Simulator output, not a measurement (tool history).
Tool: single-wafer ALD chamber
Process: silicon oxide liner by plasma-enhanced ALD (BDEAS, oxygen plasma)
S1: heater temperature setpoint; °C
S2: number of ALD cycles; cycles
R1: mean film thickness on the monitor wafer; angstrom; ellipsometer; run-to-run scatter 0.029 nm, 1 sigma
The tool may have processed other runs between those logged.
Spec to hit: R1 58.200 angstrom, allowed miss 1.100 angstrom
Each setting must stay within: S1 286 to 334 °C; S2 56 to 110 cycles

{"run": 1, "hour": 0.0, "S1": 310, "S2": 83, "R1": 75.678}
{"run": 2, "hour": 3.6, "S1": 310, "S2": 81, "R1": 74.024}
{"run": 3, "hour": 12.0, "S1": 310, "S2": 79, "R1": 72.176}
{"run": 4, "hour": 13.8, "S1": 319, "S2": 79, "R1": 70.456}
{"run": 5, "hour": 15.2, "S1": 320, "S2": 78, "R1": 69.755}
{"hour": 21.4, "done": "thermocouple changed; heater temperature recalibrated"}
{"run": 6, "hour": 21.4, "S1": 314, "S2": 78, "R1": 70.502}
{"run": 7, "hour": 28.4, "S1": 315, "S2": 77, "R1": 68.64}
{"run": 8, "hour": 34.3, "S1": 315, "S2": 76, "R1": 67.958}

Exactly one of the 4 candidate moves below puts every result within its allowed miss. Which one?
{"run": "A", "hour": 40.2, "S1": 315, "S2": 63, "R1": "?"}
{"run": "B", "hour": 40.2, "S1": 325, "S2": 70, "R1": "?"}
{"run": "C", "hour": 40.2, "S1": 316, "S2": 63, "R1": "?"}
{"run": "D", "hour": 40.2, "S1": 315, "S2": 65, "R1": "?"}

move=A R1=55.958
move=B R1=61.162
move=C R1=55.867
move=D R1=57.734
A: moves the result that the last run missed by most past its target, out the other side
B: moves toward the targets from the last run without getting all of them in spec
C: moves the result that the last run missed by most past its target, out the other side
D: meets every target
Answer: D
